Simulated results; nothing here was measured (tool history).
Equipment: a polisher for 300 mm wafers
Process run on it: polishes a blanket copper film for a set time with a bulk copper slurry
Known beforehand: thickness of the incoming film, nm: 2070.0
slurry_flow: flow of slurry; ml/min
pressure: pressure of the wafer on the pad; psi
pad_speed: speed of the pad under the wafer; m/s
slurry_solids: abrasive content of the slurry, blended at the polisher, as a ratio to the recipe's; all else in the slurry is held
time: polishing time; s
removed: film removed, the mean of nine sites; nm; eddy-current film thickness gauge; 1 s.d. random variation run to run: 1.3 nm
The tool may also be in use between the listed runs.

| run | hour | slurry_flow | pressure | pad_speed | slurry_solids | time | removed |
|---|---|---|---|---|---|---|---|
| 1 | 0.0 | 125 | 2.2 | 0.86 | 1.00 | 54 | 368.36 |
| 2 | 2.2 | 140 | 2.2 | 0.86 | 1.00 | 54 | 370.51 |
| 3 | 6.7 | 140 | 2.2 | 1.00 | 1.00 | 54 | 415.00 |
| 4 | 12.9 | 135 | 1.9 | 0.84 | 0.95 | 53 | 301.78 |
| 5 | 20.6 | 135 | 1.9 | 0.84 | 1.10 | 53 | 320.99 |
| 6 | 26.6 | 135 | 1.7 | 0.72 | 1.05 | 52 | 248.45 |
| 7 | 31.8 | 135 | 1.5 | 0.64 | 1.05 | 52 | 199.29 |
| 8 | 40.7 | 135 | 1.4 | 0.60 | 1.05 | 52 | 179.27 |
| 9 | 41.7 | 135 | 1.3 | 0.58 | 1.05 | 52 | 162.97 |

What will run 10 give?
| 10 | 43.8 | 130 | 1.2 | 0.56 | 1.05 | 52 | ? |

Run 10 produced removed 148.62 nm.

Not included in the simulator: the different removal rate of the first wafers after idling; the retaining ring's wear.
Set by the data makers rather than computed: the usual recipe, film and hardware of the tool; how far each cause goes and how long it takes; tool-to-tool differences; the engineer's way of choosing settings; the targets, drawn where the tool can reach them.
